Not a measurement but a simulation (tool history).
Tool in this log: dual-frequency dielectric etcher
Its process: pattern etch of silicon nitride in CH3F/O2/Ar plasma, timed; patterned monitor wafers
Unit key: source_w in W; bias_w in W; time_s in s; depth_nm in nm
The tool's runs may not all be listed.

run    day  source_w  bias_w  time_s  depth_nm
  1  0.000       320     101      39    27.747
  2  0.142       300      97      39    26.589
  3  0.283       280      95      39    25.914
  4  0.575       320      95      39    27.270
  5  0.883       300      93      39    26.029
  6  1.121       300      83      39    24.850
  7  1.383       300      83      39    25.140

Forecast run 8:
  8  1.579       240      77      39         ?

Run 8 came out at depth_nm 22.051 nm.
